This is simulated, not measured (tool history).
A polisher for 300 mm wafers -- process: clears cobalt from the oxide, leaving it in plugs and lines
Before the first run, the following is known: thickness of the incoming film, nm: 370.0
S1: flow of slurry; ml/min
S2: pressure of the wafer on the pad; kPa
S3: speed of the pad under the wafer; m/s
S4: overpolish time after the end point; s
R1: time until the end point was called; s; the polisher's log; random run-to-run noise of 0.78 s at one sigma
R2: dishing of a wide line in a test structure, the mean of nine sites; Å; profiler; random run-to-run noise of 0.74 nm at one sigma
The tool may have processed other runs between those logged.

Run 1, day 0: S1 160 ml/min, S2 11 kPa, S3 0.94 m/s, S4 15 s. Result: R1 90.121 s, R2 382.08 Å.
Run 2, day 0.058: S1 160 ml/min, S2 11.7 kPa, S3 0.94 m/s, S4 17 s. Result: R1 87.676 s, R2 436.28 Å.
Run 3, day 0.25: S1 160 ml/min, S2 11.7 kPa, S3 0.78 m/s, S4 17 s. Result: R1 103.73 s, R2 388.37 Å.
Run 4, day 0.333: S1 160 ml/min, S2 11.7 kPa, S3 0.9 m/s, S4 17 s. Result: R1 91.807 s, R2 420.35 Å.
Run 5, day 0.596: S1 165 ml/min, S2 13.1 kPa, S3 0.9 m/s, S4 18 s. Result: R1 81.989 s, R2 469.84 Å.
Run 6, day 0.683: S1 165 ml/min, S2 13.1 kPa, S3 1.1 m/s, S4 18 s. Result: R1 67.228 s, R2 529.24 Å.
Run 7, day 0.804: S1 165 ml/min, S2 13.1 kPa, S3 1.1 m/s, S4 19 s. Result: R1 67.093 s, R2 525.61 Å.

What does the tool deliver on the next run?
At day 1.071: head pressure recalibrated.
Run 8, day 1.071: S1 165 ml/min, S2 13.1 kPa, S3 1.1 m/s, S4 20 s. Result: R1 ?, R2 ?.

R1: 62.395 s
R2: 581.03 Å
